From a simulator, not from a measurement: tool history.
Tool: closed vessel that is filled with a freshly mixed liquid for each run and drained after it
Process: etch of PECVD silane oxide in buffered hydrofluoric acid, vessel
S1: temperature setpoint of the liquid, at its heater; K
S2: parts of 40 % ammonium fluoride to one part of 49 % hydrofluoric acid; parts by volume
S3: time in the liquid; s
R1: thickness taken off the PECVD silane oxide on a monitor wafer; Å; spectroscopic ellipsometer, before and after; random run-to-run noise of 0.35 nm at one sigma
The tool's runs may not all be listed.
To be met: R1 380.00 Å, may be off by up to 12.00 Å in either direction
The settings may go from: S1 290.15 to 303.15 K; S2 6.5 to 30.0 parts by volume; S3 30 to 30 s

{"run": 1, "hour": 0.0, "S1": 295.15, "S2": 18.5, "S3": 30, "R1": 236.0}
{"run": 2, "hour": 2.0, "S1": 295.15, "S2": 15.5, "S3": 30, "R1": 276.5}
{"run": 3, "hour": 3.9, "S1": 297.15, "S2": 15.5, "S3": 30, "R1": 316.34}
{"run": 4, "hour": 12.3, "S1": 297.15, "S2": 20.0, "S3": 30, "R1": 243.01}
{"run": 5, "hour": 17.5, "S1": 299.15, "S2": 19.5, "S3": 30, "R1": 283.07}
{"run": 6, "hour": 19.3, "S1": 300.65, "S2": 19.0, "S3": 30, "R1": 308.49}
{"run": 7, "hour": 24.5, "S1": 301.65, "S2": 18.5, "S3": 30, "R1": 338.14}
{"run": 8, "hour": 28.7, "S1": 302.15, "S2": 18.5, "S3": 30, "R1": 347.99}
{"run": 9, "hour": 31.1, "S1": 302.65, "S2": 18.5, "S3": 30, "R1": 357.82}
{"hour": 32.8, "done": "thermometer replaced"}
{"run": 10, "hour": 32.8, "S1": 303.15, "S2": 18.0, "S3": 30, "R1": 399.68}

5 candidate next runs follow, results not yet known. Just one meets every target within its allowed miss. Identify it.
{"run": "A", "hour": 34.5, "S1": 303.15, "S2": 20.0, "S3": 30, "R1": "?"}
{"run": "B", "hour": 34.5, "S1": 303.15, "S2": 19.0, "S3": 30, "R1": "?"}
{"run": "C", "hour": 34.5, "S1": 303.15, "S2": 21.0, "S3": 30, "R1": "?"}
{"run": "D", "hour": 34.5, "S1": 303.15, "S2": 17.5, "S3": 30, "R1": "?"}
{"run": "E", "hour": 34.5, "S1": 303.15, "S2": 20.5, "S3": 30, "R1": "?"}

move=A R1=364.36
move=B R1=383.19
move=C R1=352.41
move=D R1=415.44
move=E R1=358.26
A: takes the biggest miss from the last run beyond its target
B: each result inside its tolerance
C: takes the biggest miss from the last run beyond its target
D: the biggest miss grows against the last run
E: takes the biggest miss from the last run beyond its target
Move B is the one to make.
